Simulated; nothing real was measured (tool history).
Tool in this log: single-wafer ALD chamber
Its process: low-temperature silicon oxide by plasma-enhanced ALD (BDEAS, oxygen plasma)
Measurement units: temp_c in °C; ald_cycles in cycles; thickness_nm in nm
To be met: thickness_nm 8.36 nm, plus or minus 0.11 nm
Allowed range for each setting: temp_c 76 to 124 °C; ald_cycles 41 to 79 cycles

run 1 hour=0 | temp_c=100 ald_cycles=60 | thickness_nm=9.6342
run 2 hour=4.3 | temp_c=100 ald_cycles=67 | thickness_nm=10.792
run 3 hour=5 | temp_c=100 ald_cycles=60 | thickness_nm=9.6503
run 4 hour=13.5 | temp_c=90 ald_cycles=60 | thickness_nm=9.9722
run 5 hour=17.3 | temp_c=96 ald_cycles=60 | thickness_nm=9.7337
run 6 hour=19 | temp_c=96 ald_cycles=53 | thickness_nm=8.6235
run 7 hour=24.8 | temp_c=97 ald_cycles=53 | thickness_nm=8.5771
run 8 hour=30 | temp_c=98 ald_cycles=53 | thickness_nm=8.5685
run 9 hour=32.8 | temp_c=99 ald_cycles=53 | thickness_nm=8.575
run 10 hour=37.4 | temp_c=100 ald_cycles=53 | thickness_nm=8.5652
run 11 hour=42.3 | temp_c=101 ald_cycles=53 | thickness_nm=8.5111
run 12 hour=48.6 | temp_c=102 ald_cycles=53 | thickness_nm=8.5613
run 13 hour=52.2 | temp_c=103 ald_cycles=53 | thickness_nm=8.5275

5 next moves are on the table. One of them brings every result within its allowed miss. Which?
run A hour=55.8 | temp_c=103 ald_cycles=55 | thickness_nm=?
run B hour=55.8 | temp_c=104 ald_cycles=56 | thickness_nm=?
run C hour=55.8 | temp_c=106 ald_cycles=54 | thickness_nm=?
run D hour=55.8 | temp_c=102 ald_cycles=52 | thickness_nm=?
run E hour=55.8 | temp_c=111 ald_cycles=51 | thickness_nm=?

move=A thickness_nm=8.8205
move=B thickness_nm=8.9665
move=C thickness_nm=8.6187
move=D thickness_nm=8.3527
move=E thickness_nm=8.0746
A: further off than the last run
B: further off than the last run
C: further off than the last run
D: every result within its allowed miss
E: the result that was furthest off in the last run now lies on the other side of its target
Answer: D
